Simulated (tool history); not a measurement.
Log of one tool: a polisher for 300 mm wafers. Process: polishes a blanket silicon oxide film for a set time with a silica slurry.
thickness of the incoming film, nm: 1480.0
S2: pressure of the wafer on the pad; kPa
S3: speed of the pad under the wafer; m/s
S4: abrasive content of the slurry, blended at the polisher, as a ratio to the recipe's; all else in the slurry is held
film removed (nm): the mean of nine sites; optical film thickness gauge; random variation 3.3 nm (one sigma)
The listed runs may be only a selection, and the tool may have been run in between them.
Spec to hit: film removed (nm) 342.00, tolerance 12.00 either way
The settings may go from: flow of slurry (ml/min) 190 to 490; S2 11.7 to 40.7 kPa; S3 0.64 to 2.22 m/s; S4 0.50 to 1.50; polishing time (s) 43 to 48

run 1 day=0.000 | flow_of_slurry_(ml/min)=315 S2=26.2 S3=1.42 S4=1.00 polishing_time_(s)=48 | film_removed_(nm)=207.93
run 2 day=0.154 | flow_of_slurry_(ml/min)=265 S2=26.2 S3=1.42 S4=1.00 polishing_time_(s)=48 | film_removed_(nm)=206.38
run 3 day=0.521 | flow_of_slurry_(ml/min)=340 S2=26.2 S3=1.42 S4=1.00 polishing_time_(s)=48 | film_removed_(nm)=206.75
run 4 day=0.688 | flow_of_slurry_(ml/min)=340 S2=26.2 S3=1.42 S4=1.00 polishing_time_(s)=48 | film_removed_(nm)=207.40
run 5 day=0.933 | flow_of_slurry_(ml/min)=405 S2=26.2 S3=1.42 S4=1.00 polishing_time_(s)=48 | film_removed_(nm)=213.44
run 6 day=1.162 | flow_of_slurry_(ml/min)=405 S2=26.2 S3=1.42 S4=1.10 polishing_time_(s)=48 | film_removed_(nm)=225.13
run 7 day=1.517 | flow_of_slurry_(ml/min)=405 S2=27.6 S3=1.42 S4=1.10 polishing_time_(s)=48 | film_removed_(nm)=233.07
run 8 day=1.717 | flow_of_slurry_(ml/min)=405 S2=29.0 S3=1.42 S4=1.10 polishing_time_(s)=48 | film_removed_(nm)=244.61
run 9 day=1.821 | flow_of_slurry_(ml/min)=405 S2=30.3 S3=1.42 S4=1.10 polishing_time_(s)=48 | film_removed_(nm)=260.20

Which one of the following 5 next-run settings gets every result inside its allowed miss? There is exactly one.
run A day=1.925 | flow_of_slurry_(ml/min)=405 S2=33.1 S3=1.86 S4=1.35 polishing_time_(s)=48 | film_removed_(nm)=?
run B day=1.925 | flow_of_slurry_(ml/min)=460 S2=37.2 S3=1.88 S4=0.90 polishing_time_(s)=48 | film_removed_(nm)=?
run C day=1.925 | flow_of_slurry_(ml/min)=385 S2=33.8 S3=1.82 S4=1.35 polishing_time_(s)=48 | film_removed_(nm)=?
run D day=1.925 | flow_of_slurry_(ml/min)=440 S2=33.1 S3=1.80 S4=1.50 polishing_time_(s)=48 | film_removed_(nm)=?
run E day=1.925 | flow_of_slurry_(ml/min)=490 S2=39.3 S3=1.54 S4=1.20 polishing_time_(s)=48 | film_removed_(nm)=?

move=A film_removed_(nm)=362.18
move=B film_removed_(nm)=335.85
move=C film_removed_(nm)=363.36
move=D film_removed_(nm)=371.88
move=E film_removed_(nm)=365.21
A: takes the biggest miss from the last run beyond its target
B: all results land within tolerance of their targets
C: takes the biggest miss from the last run beyond its target
D: takes the biggest miss from the last run beyond its target
E: takes the biggest miss from the last run beyond its target
The move that meets every target is B.
